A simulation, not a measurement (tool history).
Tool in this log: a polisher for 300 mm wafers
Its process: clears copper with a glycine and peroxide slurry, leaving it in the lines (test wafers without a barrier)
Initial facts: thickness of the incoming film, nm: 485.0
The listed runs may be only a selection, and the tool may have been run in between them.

run	day	flow of slurry (ml/min)	pressure of the wafer on the pad (psi)	speed of the pad under the wafer (cm/s)	overpolish time after the end point (s)	time until the end point was called (s)	dishing of a wide line in a test structure (Å)
1	0	310	1.9	130	19	83.475	575.52
2	0.371	310	1.9	130	23	83.88	663.44
3	0.562	310	2.1	130	25	79.703	746.46
4	0.883	310	1.7	130	25	90.174	670.94
5	1.088	310	1.7	130	28	89.578	731.96
6	1.283	310	2.1	132	28	78.313	817.38
7	1.321	310	2.3	134	29	74.324	879.71
8	1.467	310	2.5	136	29	69.264	900.83

Run 9, settings as shown, results not yet in. Your forecast:
9	1.746	310	2.6	138	30	?	?

For run 9 the tool returned time until the end point was called (s) 67.463, dishing of a wide line in a test structure (Å) 936.94.
